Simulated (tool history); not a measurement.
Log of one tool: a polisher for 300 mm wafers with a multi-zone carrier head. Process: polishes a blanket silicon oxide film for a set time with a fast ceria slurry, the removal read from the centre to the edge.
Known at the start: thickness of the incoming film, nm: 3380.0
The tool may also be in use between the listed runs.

| run | hour | flow of slurry (ml/min) | pressure of the head's centre zone | pressure of the head's middle zone | pressure of the head's edge zone | polishing time (s) | film removed at the wafer's centre (Å) | film removed at mid-radius (Å) | film removed at the wafer's edge (Å) |
|---|---|---|---|---|---|---|---|---|---|
| 1 | 0 | 215 | 1 | 1 | 1 | 81 | 6866.9 | 6755.8 | 7290.5 |
| 2 | 6.6 | 215 | 1 | 1 | 1 | 94 | 7876.6 | 7984.2 | 8231.2 |
| 3 | 9.7 | 210 | 0.98 | 1.01 | 0.98 | 92 | 7631.7 | 7803.8 | 8094.5 |
| 4 | 11.7 | 210 | 0.98 | 1.01 | 0.9 | 92 | 7579.8 | 7814 | 7614.5 |
| 5 | 15.2 | 210 | 0.98 | 1.01 | 0.83 | 92 | 7758.1 | 7695 | 7338.5 |
| 6 | 21.3 | 210 | 0.98 | 1.01 | 0.83 | 73 | 5994 | 6048.9 | 5701.7 |

Forecast run 7:
| 7 | 23.3 | 205 | 0.96 | 1.02 | 0.84 | 73 | ? | ? | ? |

Run 7 gave film removed at the wafer's centre (Å) 5864.6, film removed at mid-radius (Å) 6274.1, film removed at the wafer's edge (Å) 5944.5.
